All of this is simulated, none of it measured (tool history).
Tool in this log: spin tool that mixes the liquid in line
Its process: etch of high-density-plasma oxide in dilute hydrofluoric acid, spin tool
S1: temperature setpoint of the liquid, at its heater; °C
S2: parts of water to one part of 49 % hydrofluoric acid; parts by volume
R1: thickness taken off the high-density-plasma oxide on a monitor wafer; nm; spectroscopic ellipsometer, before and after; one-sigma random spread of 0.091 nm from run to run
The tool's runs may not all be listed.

run 1 day=0 | S1=25 S2=65 time_under_the_liquid_(s)=70 | R1=7.0161
run 2 day=0.179 | S1=27 S2=65 time_under_the_liquid_(s)=70 | R1=7.7241
run 3 day=0.396 | S1=28 S2=65 time_under_the_liquid_(s)=70 | R1=7.9816
run 4 day=0.596 | S1=26.5 S2=65 time_under_the_liquid_(s)=70 | R1=7.4317
run 5 day=0.838 | S1=28 S2=65 time_under_the_liquid_(s)=70 | R1=7.8042
run 6 day=0.896 | S1=29 S2=65 time_under_the_liquid_(s)=70 | R1=8.1049

What does the tool deliver on the next run?
run 7 day=1.042 | S1=30 S2=65 time_under_the_liquid_(s)=70 | R1=?

R1: 8.4277 nm
